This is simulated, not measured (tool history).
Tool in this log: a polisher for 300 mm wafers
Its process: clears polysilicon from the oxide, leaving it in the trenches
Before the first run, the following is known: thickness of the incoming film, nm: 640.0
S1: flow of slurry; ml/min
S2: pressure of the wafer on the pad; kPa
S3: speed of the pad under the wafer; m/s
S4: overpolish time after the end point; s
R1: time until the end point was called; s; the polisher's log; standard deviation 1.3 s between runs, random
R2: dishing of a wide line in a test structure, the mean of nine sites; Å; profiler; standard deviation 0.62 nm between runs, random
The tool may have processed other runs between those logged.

| run | day | S1 | S2 | S3 | S4 | R1 | R2 |
|---|---|---|---|---|---|---|---|
| 1 | 0 | 155 | 19.3 | 1.28 | 21 | 31.45 | 645.43 |
| 2 | 0.283 | 155 | 15.9 | 1.18 | 16 | 42.567 | 630.61 |
| 3 | 0.4 | 170 | 13.8 | 1.14 | 13 | 48.228 | 579.27 |
| 4 | 0.65 | 170 | 13.8 | 1.14 | 7 | 47.955 | 475.42 |
| 5 | 0.833 | 195 | 12.4 | 1.06 | 7 | 56.268 | 444.33 |
| 6 | 1.021 | 195 | 11.7 | 1.06 | 7 | 58.479 | 431.25 |
| 7 | 1.242 | 190 | 10.3 | 0.94 | 13 | 76.29 | 509.89 |
| 8 | 1.383 | 200 | 11 | 0.94 | 12 | 69.87 | 509.51 |

Run 9 is up next; what results do you expect?
|  | 1.754 | head pressure recalibrated |
| 9 | 1.754 | 205 | 11 | 0.96 | 10 | ? | ? |

Logged for run 9: R1 74.344 s, R2 447.61 Å.

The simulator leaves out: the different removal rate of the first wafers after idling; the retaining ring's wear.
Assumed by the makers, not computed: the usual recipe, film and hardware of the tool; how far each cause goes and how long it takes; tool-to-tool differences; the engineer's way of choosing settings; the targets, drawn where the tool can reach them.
